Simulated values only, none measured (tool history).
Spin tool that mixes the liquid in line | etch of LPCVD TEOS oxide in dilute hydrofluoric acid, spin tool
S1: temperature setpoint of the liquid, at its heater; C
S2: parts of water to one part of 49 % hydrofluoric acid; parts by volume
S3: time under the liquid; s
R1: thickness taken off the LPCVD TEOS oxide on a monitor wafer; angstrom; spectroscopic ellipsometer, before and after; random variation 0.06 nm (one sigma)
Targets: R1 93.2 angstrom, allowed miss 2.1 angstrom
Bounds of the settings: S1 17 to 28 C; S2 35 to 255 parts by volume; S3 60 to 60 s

run,day,S1,S2,S3,R1
1,0,20,145,60,190.72
2,0.142,20,145,60,187.31
3,0.204,19,165,60,156.43
4,0.375,18.5,180,60,138.06
5,0.629,18,195,60,125.21
6,0.654,17,195,60,119.5
7,0.729,17,205,60,113.67
8,0.892,17,215,60,107.05
9,1.021,17,220,60,103.24
# day 1.179: hydrofluoric acid flow meter replaced
10,1.179,17,235,60,85.819

Which of these 4 next moves meets every target?
A,1.338,19.5,255,60,?
B,1.338,17,255,60,?
C,1.338,17,240,60,?
D,1.338,17.5,225,60,?

move,R1
A,85.17
B,77.414
C,83.338
D,91.869
A: further off than the last run
B: further off than the last run
C: further off than the last run
D: meets every target
Move D is the one to make.
